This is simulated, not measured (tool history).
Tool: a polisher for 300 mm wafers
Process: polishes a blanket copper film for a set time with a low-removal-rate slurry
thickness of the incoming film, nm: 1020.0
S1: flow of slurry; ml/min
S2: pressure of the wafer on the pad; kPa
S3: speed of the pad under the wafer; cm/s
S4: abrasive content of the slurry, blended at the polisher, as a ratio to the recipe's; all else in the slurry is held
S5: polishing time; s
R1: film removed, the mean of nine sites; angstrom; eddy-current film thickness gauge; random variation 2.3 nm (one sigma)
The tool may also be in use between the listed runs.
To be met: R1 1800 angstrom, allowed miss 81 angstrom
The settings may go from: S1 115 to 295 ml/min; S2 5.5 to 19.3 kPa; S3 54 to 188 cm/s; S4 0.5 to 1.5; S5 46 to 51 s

Run 1, hour 0: S1 190 ml/min, S2 12.4 kPa, S3 120 cm/s, S4 1, S5 51 s. Result: R1 921.55 angstrom.
Run 2, hour 8.6: S1 190 ml/min, S2 14.5 kPa, S3 124 cm/s, S4 1, S5 51 s. Result: R1 1113.3 angstrom.
Run 3, hour 10.7: S1 190 ml/min, S2 14.5 kPa, S3 150 cm/s, S4 1, S5 51 s. Result: R1 1308.5 angstrom.
Run 4, hour 16.2: S1 190 ml/min, S2 15.9 kPa, S3 152 cm/s, S4 1, S5 51 s. Result: R1 1482.6 angstrom.
Run 5, hour 16.8: S1 190 ml/min, S2 15.9 kPa, S3 126 cm/s, S4 1, S5 51 s. Result: R1 1202.7 angstrom.
Run 6, hour 24: S1 190 ml/min, S2 13.8 kPa, S3 126 cm/s, S4 1, S5 51 s. Result: R1 1067.1 angstrom.
Run 7, hour 28.9: S1 190 ml/min, S2 15.9 kPa, S3 132 cm/s, S4 1, S5 51 s. Result: R1 1292.4 angstrom.
Run 8, hour 29.9: S1 190 ml/min, S2 17.2 kPa, S3 136 cm/s, S4 1, S5 51 s. Result: R1 1408.1 angstrom.
Run 9, hour 38.7: S1 190 ml/min, S2 17.9 kPa, S3 142 cm/s, S4 1, S5 51 s. Result: R1 1572.4 angstrom.
Run 10, hour 43.5: S1 190 ml/min, S2 18.6 kPa, S3 144 cm/s, S4 1, S5 51 s. Result: R1 1638 angstrom.
Run 11, hour 45.8: S1 190 ml/min, S2 18.6 kPa, S3 146 cm/s, S4 1, S5 51 s. Result: R1 1647.2 angstrom.
Run 12, hour 50.8: S1 190 ml/min, S2 18.6 kPa, S3 148 cm/s, S4 1, S5 51 s. Result: R1 1691.8 angstrom.

Which of these 5 next moves meets every target?
Run A, hour 55.8: S1 180 ml/min, S2 17.9 kPa, S3 154 cm/s, S4 1, S5 48 s. Result: R1 ?.
Run B, hour 55.8: S1 295 ml/min, S2 17.9 kPa, S3 152 cm/s, S4 0.55, S5 51 s. Result: R1 ?.
Run C, hour 55.8: S1 190 ml/min, S2 16.5 kPa, S3 170 cm/s, S4 1.3, S5 46 s. Result: R1 ?.
Run D, hour 55.8: S1 160 ml/min, S2 17.9 kPa, S3 176 cm/s, S4 0.8, S5 51 s. Result: R1 ?.
Run E, hour 55.8: S1 170 ml/min, S2 18.6 kPa, S3 156 cm/s, S4 1.15, S5 46 s. Result: R1 ?.

move      R1
   A  1546.3
   B  1525.9
   C  1611.5
   D  1750.1
   E  1588.9
A: further off than the last run
B: further off than the last run
C: further off than the last run
D: meets every target
E: further off than the last run
The right move is D.
